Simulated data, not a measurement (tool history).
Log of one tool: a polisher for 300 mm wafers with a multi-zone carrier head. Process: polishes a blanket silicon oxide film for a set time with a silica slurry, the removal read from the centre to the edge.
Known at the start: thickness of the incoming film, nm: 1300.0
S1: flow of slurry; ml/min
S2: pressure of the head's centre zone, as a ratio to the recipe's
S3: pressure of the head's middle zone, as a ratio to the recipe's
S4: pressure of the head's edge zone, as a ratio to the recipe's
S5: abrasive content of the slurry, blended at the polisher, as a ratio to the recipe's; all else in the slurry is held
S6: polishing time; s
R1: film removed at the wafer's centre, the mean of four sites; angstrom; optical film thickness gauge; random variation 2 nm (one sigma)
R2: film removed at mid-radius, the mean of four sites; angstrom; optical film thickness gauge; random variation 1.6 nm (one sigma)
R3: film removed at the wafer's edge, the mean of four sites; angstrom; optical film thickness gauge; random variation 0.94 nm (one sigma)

Run 1, day 0.000: S1 195 ml/min, S2 1.00, S3 1.00, S4 1.00, S5 1.00, S6 86 s. Result: R1 2069.6 angstrom, R2 2054.5 angstrom, R3 2026.7 angstrom.
Run 2, day 0.058: S1 190 ml/min, S2 0.99, S3 0.97, S4 0.98, S5 0.90, S6 85 s. Result: R1 1883.4 angstrom, R2 1831.6 angstrom, R3 1854.9 angstrom.
Run 3, day 0.338: S1 190 ml/min, S2 0.99, S3 0.97, S4 0.98, S5 0.90, S6 94 s. Result: R1 2040.4 angstrom, R2 2034.9 angstrom, R3 2024.3 angstrom.
Run 4, day 0.512: S1 190 ml/min, S2 1.02, S3 0.97, S4 0.98, S5 0.90, S6 94 s. Result: R1 2172.8 angstrom, R2 2048.8 angstrom, R3 2068.6 angstrom.
Run 5, day 0.883: S1 190 ml/min, S2 1.02, S3 0.97, S4 0.94, S5 0.90, S6 94 s. Result: R1 2144.0 angstrom, R2 2065.2 angstrom, R3 2030.4 angstrom.
Run 6, day 0.958: S1 190 ml/min, S2 0.98, S3 0.97, S4 0.94, S5 0.90, S6 94 s. Result: R1 2078.4 angstrom, R2 2034.9 angstrom, R3 2010.8 angstrom.
Run 7, day 1.158: S1 185 ml/min, S2 0.97, S3 0.94, S4 0.92, S5 0.80, S6 94 s. Result: R1 1852.2 angstrom, R2 1778.4 angstrom, R3 1838.2 angstrom.
Run 8, day 1.433: S1 185 ml/min, S2 0.96, S3 0.93, S4 0.90, S5 0.75, S6 94 s. Result: R1 1763.8 angstrom, R2 1731.4 angstrom, R3 1712.0 angstrom.
Run 9, day 1.508: S1 135 ml/min, S2 0.95, S3 0.83, S4 0.95, S5 0.55, S6 90 s. Result: R1 1124.0 angstrom, R2 1009.2 angstrom, R3 1156.4 angstrom.
Run 10, day 1.621: S1 135 ml/min, S2 0.95, S3 0.83, S4 0.95, S5 0.55, S6 90 s. Result: R1 1127.2 angstrom, R2 1008.9 angstrom, R3 1156.2 angstrom.
Run 11, day 1.654: S1 160 ml/min, S2 0.95, S3 0.84, S4 0.95, S5 0.55, S6 90 s. Result: R1 1189.1 angstrom, R2 1041.4 angstrom, R3 1170.9 angstrom.
Run 12, day 1.904: S1 160 ml/min, S2 0.96, S3 0.86, S4 0.98, S5 0.55, S6 90 s. Result: R1 1164.0 angstrom, R2 1056.6 angstrom, R3 1176.7 angstrom.

Forecast run 13:
Run 13, day 2.233: S1 215 ml/min, S2 1.05, S3 0.91, S4 1.08, S5 0.80, S6 91 s. Result: R1 ?, R2 ?, R3 ?.

Run 13 gave R1 1935.9 angstrom, R2 1747.5 angstrom, R3 1899.0 angstrom.
